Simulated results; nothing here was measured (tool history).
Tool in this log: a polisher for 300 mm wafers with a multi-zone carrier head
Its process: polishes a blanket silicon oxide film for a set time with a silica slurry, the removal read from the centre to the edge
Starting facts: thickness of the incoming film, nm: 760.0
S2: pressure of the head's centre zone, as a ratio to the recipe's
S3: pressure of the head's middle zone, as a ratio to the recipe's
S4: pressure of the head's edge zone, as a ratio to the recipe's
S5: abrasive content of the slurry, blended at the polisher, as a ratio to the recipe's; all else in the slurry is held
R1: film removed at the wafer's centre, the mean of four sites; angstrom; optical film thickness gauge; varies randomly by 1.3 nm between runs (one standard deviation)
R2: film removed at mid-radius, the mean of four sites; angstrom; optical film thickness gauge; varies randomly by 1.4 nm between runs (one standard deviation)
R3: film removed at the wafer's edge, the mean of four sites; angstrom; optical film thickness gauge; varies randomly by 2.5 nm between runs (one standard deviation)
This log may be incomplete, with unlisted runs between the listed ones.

{"run": 1, "hour": 0.0, "flow of slurry (ml/min)": 195, "S2": 1, "S3": 1, "S4": 1, "S5": 1, "polishing time (s)": 80, "R1": 2651.2, "R2": 2660.7, "R3": 2700.7}
{"run": 2, "hour": 7.6, "flow of slurry (ml/min)": 195, "S2": 1, "S3": 1, "S4": 1, "S5": 1, "polishing time (s)": 92, "R1": 3114.1, "R2": 3121.7, "R3": 3028.4}
{"run": 3, "hour": 12.0, "flow of slurry (ml/min)": 195, "S2": 1, "S3": 1, "S4": 1, "S5": 1.1, "polishing time (s)": 92, "R1": 3235.6, "R2": 3239.6, "R3": 3213.6}
{"run": 4, "hour": 19.3, "flow of slurry (ml/min)": 220, "S2": 1, "S3": 1, "S4": 1, "S5": 1.1, "polishing time (s)": 92, "R1": 3326.6, "R2": 3328.7, "R3": 3263.4}
{"hour": 22.8, "done": "slurry nozzle cleaned"}
{"run": 5, "hour": 22.8, "flow of slurry (ml/min)": 220, "S2": 1.04, "S3": 1, "S4": 1, "S5": 1.1, "polishing time (s)": 92, "R1": 3500.5, "R2": 3391.5, "R3": 3411.6}
{"run": 6, "hour": 29.6, "flow of slurry (ml/min)": 245, "S2": 1.04, "S3": 1, "S4": 1, "S5": 1.1, "polishing time (s)": 92, "R1": 3539.1, "R2": 3456.3, "R3": 3425.2}
{"run": 7, "hour": 36.1, "flow of slurry (ml/min)": 225, "S2": 0.99, "S3": 0.96, "S4": 1.01, "S5": 0.95, "polishing time (s)": 88, "R1": 3016.6, "R2": 2906, "R3": 2997}
{"run": 8, "hour": 37.1, "flow of slurry (ml/min)": 205, "S2": 0.95, "S3": 0.94, "S4": 1.02, "S5": 0.85, "polishing time (s)": 84, "R1": 2620.4, "R2": 2525.6, "R3": 2645.4}
{"run": 9, "hour": 45.7, "flow of slurry (ml/min)": 190, "S2": 0.92, "S3": 0.93, "S4": 1.04, "S5": 0.75, "polishing time (s)": 80, "R1": 2199.7, "R2": 2216.6, "R3": 2373.7}
{"run": 10, "hour": 50.0, "flow of slurry (ml/min)": 175, "S2": 0.9, "S3": 0.91, "S4": 1.04, "S5": 0.7, "polishing time (s)": 79, "R1": 2032.7, "R2": 1985, "R3": 2223.9}
{"run": 11, "hour": 51.2, "flow of slurry (ml/min)": 140, "S2": 0.81, "S3": 0.89, "S4": 0.97, "S5": 0.5, "polishing time (s)": 77, "R1": 1348.5, "R2": 1353, "R3": 1488.3}
{"run": 12, "hour": 59.1, "flow of slurry (ml/min)": 160, "S2": 0.81, "S3": 0.88, "S4": 0.99, "S5": 0.5, "polishing time (s)": 77, "R1": 1388.1, "R2": 1377.5, "R3": 1491.5}
{"run": 13, "hour": 62.8, "flow of slurry (ml/min)": 155, "S2": 0.83, "S3": 0.89, "S4": 1.02, "S5": 0.5, "polishing time (s)": 76, "R1": 1369.4, "R2": 1358, "R3": 1505}
{"run": 14, "hour": 67.3, "flow of slurry (ml/min)": 170, "S2": 0.84, "S3": 0.89, "S4": 1.06, "S5": 0.5, "polishing time (s)": 76, "R1": 1390.6, "R2": 1381.2, "R3": 1570.1}

What will run 15 give?
{"run": 15, "hour": 75.8, "flow of slurry (ml/min)": 185, "S2": 0.85, "S3": 0.89, "S4": 1.08, "S5": 0.5, "polishing time (s)": 76, "R1": "?", "R2": "?", "R3": "?"}

R1: 1436.4 angstrom
R2: 1400.3 angstrom
R3: 1586.6 angstrom
